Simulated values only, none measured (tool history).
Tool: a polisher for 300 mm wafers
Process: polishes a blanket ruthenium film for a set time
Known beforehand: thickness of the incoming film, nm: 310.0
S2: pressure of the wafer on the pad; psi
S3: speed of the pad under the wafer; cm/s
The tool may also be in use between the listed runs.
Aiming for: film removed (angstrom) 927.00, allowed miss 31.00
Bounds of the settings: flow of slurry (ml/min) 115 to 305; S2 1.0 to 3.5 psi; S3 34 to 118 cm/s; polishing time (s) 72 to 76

Run 1, hour 0.0: flow of slurry (ml/min) 195, S2 2.2 psi, S3 76 cm/s, polishing time (s) 72. Result: film removed (angstrom) 673.54.
Run 2, hour 0.7: flow of slurry (ml/min) 195, S2 1.7 psi, S3 76 cm/s, polishing time (s) 72. Result: film removed (angstrom) 556.79.
Run 3, hour 7.6: flow of slurry (ml/min) 195, S2 1.7 psi, S3 58 cm/s, polishing time (s) 72. Result: film removed (angstrom) 422.53.
Run 4, hour 11.2: flow of slurry (ml/min) 195, S2 1.9 psi, S3 58 cm/s, polishing time (s) 72. Result: film removed (angstrom) 464.07.
Run 5, hour 14.2: flow of slurry (ml/min) 195, S2 1.9 psi, S3 48 cm/s, polishing time (s) 72. Result: film removed (angstrom) 382.01.
Run 6, hour 21.5: flow of slurry (ml/min) 195, S2 2.1 psi, S3 50 cm/s, polishing time (s) 72. Result: film removed (angstrom) 428.40.
Run 7, hour 28.9: flow of slurry (ml/min) 195, S2 2.3 psi, S3 52 cm/s, polishing time (s) 72. Result: film removed (angstrom) 478.90.
Run 8, hour 35.4: flow of slurry (ml/min) 195, S2 2.4 psi, S3 54 cm/s, polishing time (s) 72. Result: film removed (angstrom) 502.64.
Run 9, hour 43.6: flow of slurry (ml/min) 195, S2 2.5 psi, S3 56 cm/s, polishing time (s) 72. Result: film removed (angstrom) 550.06.
Run 10, hour 47.6: flow of slurry (ml/min) 210, S2 3.1 psi, S3 58 cm/s, polishing time (s) 72. Result: film removed (angstrom) 673.76.
Run 11, hour 53.9: flow of slurry (ml/min) 210, S2 3.1 psi, S3 60 cm/s, polishing time (s) 72. Result: film removed (angstrom) 710.78.
Run 12, hour 56.8: flow of slurry (ml/min) 210, S2 3.3 psi, S3 66 cm/s, polishing time (s) 72. Result: film removed (angstrom) 823.88.
Run 13, hour 59.1: flow of slurry (ml/min) 210, S2 3.4 psi, S3 68 cm/s, polishing time (s) 72. Result: film removed (angstrom) 856.40.

Which of these 4 next moves meets every target?
Run A, hour 61.4: flow of slurry (ml/min) 220, S2 3.5 psi, S3 70 cm/s, polishing time (s) 73. Result: film removed (angstrom) ?.
Run B, hour 61.4: flow of slurry (ml/min) 235, S2 3.4 psi, S3 64 cm/s, polishing time (s) 74. Result: film removed (angstrom) ?.
Run C, hour 61.4: flow of slurry (ml/min) 205, S2 3.3 psi, S3 64 cm/s, polishing time (s) 72. Result: film removed (angstrom) ?.
Run D, hour 61.4: flow of slurry (ml/min) 235, S2 3.5 psi, S3 56 cm/s, polishing time (s) 76. Result: film removed (angstrom) ?.

move  film removed (angstrom)
   A                   930.42
   B                   850.81
   C                   793.18
   D                   787.59
A: every result lands within tolerance
B: moves away from the targets compared with the last run
C: moves away from the targets compared with the last run
D: moves away from the targets compared with the last run
The right move is A.
